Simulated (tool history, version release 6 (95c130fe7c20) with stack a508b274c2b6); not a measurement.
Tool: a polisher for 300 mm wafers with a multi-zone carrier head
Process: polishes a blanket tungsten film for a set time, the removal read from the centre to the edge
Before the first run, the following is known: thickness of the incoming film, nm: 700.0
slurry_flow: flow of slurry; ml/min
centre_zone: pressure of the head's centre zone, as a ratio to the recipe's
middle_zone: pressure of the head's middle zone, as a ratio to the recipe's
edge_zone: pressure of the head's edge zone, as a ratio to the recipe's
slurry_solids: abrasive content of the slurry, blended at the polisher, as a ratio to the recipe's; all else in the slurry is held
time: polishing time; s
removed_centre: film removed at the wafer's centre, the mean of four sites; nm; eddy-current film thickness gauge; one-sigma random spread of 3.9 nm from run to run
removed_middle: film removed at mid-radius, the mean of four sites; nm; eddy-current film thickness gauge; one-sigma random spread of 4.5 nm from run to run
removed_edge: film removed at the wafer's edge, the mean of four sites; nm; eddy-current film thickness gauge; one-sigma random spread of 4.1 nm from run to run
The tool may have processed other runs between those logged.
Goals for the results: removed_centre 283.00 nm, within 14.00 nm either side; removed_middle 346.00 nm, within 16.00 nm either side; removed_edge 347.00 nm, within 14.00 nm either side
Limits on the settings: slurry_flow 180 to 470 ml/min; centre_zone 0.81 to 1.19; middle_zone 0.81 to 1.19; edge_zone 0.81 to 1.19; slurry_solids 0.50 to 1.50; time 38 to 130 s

| run | day | slurry_flow | centre_zone | middle_zone | edge_zone | slurry_solids | time | removed_centre | removed_middle | removed_edge |
|---|---|---|---|---|---|---|---|---|---|---|
| 1 | 0.000 | 300 | 1.00 | 1.00 | 1.00 | 1.00 | 84 | 269.47 | 265.20 | 268.54 |
| 2 | 0.229 | 300 | 0.97 | 1.02 | 1.03 | 1.10 | 86 | 275.07 | 293.59 | 286.80 |
| 3 | 0.392 | 300 | 0.95 | 1.01 | 1.06 | 1.15 | 87 | 276.73 | 291.61 | 296.76 |
| 4 | 0.621 | 300 | 0.93 | 1.02 | 1.08 | 1.20 | 88 | 272.56 | 305.14 | 301.42 |
| 5 | 0.738 | 300 | 0.93 | 1.02 | 1.08 | 1.20 | 76 | 241.83 | 265.06 | 270.32 |
| 6 | 1.067 | 300 | 0.92 | 1.02 | 1.10 | 1.25 | 79 | 258.55 | 275.15 | 284.91 |
| 7 | 1.242 | 300 | 0.90 | 1.03 | 1.12 | 1.30 | 82 | 257.77 | 297.00 | 298.90 |
| 8 | 1.475 | 300 | 0.89 | 1.03 | 1.13 | 1.35 | 84 | 256.58 | 301.71 | 320.70 |

Which single option among these 4 for the next run brings every result within its allowed miss of target? Just one does.
| A | 1.708 | 455 | 0.87 | 1.19 | 1.07 | 1.20 | 90 | ? | ? | ? |
| B | 1.708 | 185 | 0.90 | 1.09 | 1.15 | 1.45 | 94 | ? | ? | ? |
| C | 1.708 | 340 | 0.83 | 1.14 | 1.10 | 1.10 | 89 | ? | ? | ? |
| D | 1.708 | 265 | 1.04 | 0.93 | 1.16 | 1.15 | 82 | ? | ? | ? |

| move | removed_centre | removed_middle | removed_edge |
|---|---|---|---|
| A | 280.27 | 369.49 | 327.32 |
| B | 285.95 | 343.01 | 347.62 |
| C | 250.46 | 335.14 | 313.46 |
| D | 285.00 | 258.61 | 295.47 |
A: pushes the last run's worst result past its target
B: in spec on every target
C: corrects the largest miss of the last run, while another result sits out of spec
D: the biggest miss grows against the last run
Answer: B
